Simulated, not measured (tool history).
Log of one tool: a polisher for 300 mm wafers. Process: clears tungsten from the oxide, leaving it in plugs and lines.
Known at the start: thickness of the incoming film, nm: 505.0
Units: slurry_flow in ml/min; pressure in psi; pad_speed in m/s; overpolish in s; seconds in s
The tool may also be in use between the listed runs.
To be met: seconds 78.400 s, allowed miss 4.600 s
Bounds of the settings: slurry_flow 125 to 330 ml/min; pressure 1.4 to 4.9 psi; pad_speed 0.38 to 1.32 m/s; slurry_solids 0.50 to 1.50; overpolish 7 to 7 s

Run 1, hour 0.0: slurry_flow 210 ml/min, pressure 3.1 psi, pad_speed 0.84 m/s, slurry_solids 1.00, overpolish 7 s. Result: seconds 156.050 s.
Run 2, hour 1.7: slurry_flow 210 ml/min, pressure 3.7 psi, pad_speed 0.88 m/s, slurry_solids 1.00, overpolish 7 s. Result: seconds 128.020 s.
Run 3, hour 4.1: slurry_flow 210 ml/min, pressure 3.2 psi, pad_speed 0.88 m/s, slurry_solids 1.00, overpolish 7 s. Result: seconds 142.160 s.
Run 4, hour 12.2: slurry_flow 210 ml/min, pressure 3.2 psi, pad_speed 0.88 m/s, slurry_solids 1.00, overpolish 7 s. Result: seconds 144.510 s.
Run 5, hour 13.4: slurry_flow 210 ml/min, pressure 3.7 psi, pad_speed 0.94 m/s, slurry_solids 1.00, overpolish 7 s. Result: seconds 116.700 s.
Run 6, hour 19.2: slurry_flow 210 ml/min, pressure 4.1 psi, pad_speed 0.96 m/s, slurry_solids 1.00, overpolish 7 s. Result: seconds 105.590 s.
Run 7, hour 26.4: slurry_flow 210 ml/min, pressure 4.4 psi, pad_speed 1.00 m/s, slurry_solids 1.00, overpolish 7 s. Result: seconds 93.720 s.
Run 8, hour 27.6: slurry_flow 210 ml/min, pressure 4.6 psi, pad_speed 1.02 m/s, slurry_solids 1.00, overpolish 7 s. Result: seconds 89.095 s.
Run 9, hour 29.6: slurry_flow 210 ml/min, pressure 4.7 psi, pad_speed 1.04 m/s, slurry_solids 1.00, overpolish 7 s. Result: seconds 84.805 s.
Run 10, hour 36.9: slurry_flow 210 ml/min, pressure 4.7 psi, pad_speed 1.04 m/s, slurry_solids 1.00, overpolish 7 s. Result: seconds 84.546 s.
Run 11, hour 37.6: slurry_flow 210 ml/min, pressure 4.8 psi, pad_speed 1.04 m/s, slurry_solids 1.00, overpolish 7 s. Result: seconds 81.646 s.

Which of these 5 next moves meets every target?
Run A, hour 38.3: slurry_flow 215 ml/min, pressure 4.6 psi, pad_speed 0.96 m/s, slurry_solids 1.15, overpolish 7 s. Result: seconds ?.
Run B, hour 38.3: slurry_flow 140 ml/min, pressure 4.9 psi, pad_speed 1.18 m/s, slurry_solids 0.85, overpolish 7 s. Result: seconds ?.
Run C, hour 38.3: slurry_flow 215 ml/min, pressure 4.4 psi, pad_speed 1.06 m/s, slurry_solids 1.05, overpolish 7 s. Result: seconds ?.
Run D, hour 38.3: slurry_flow 225 ml/min, pressure 4.3 psi, pad_speed 1.08 m/s, slurry_solids 1.05, overpolish 7 s. Result: seconds ?.
Run E, hour 38.3: slurry_flow 210 ml/min, pressure 4.9 psi, pad_speed 1.22 m/s, slurry_solids 0.95, overpolish 7 s. Result: seconds ?.

move  seconds
   A   92.610
   B   81.620
   C   89.977
   D   89.893
   E   72.870
A: further off than the last run
B: meets every target
C: further off than the last run
D: further off than the last run
E: takes the result that was furthest off past its target
Move B is the one to make.
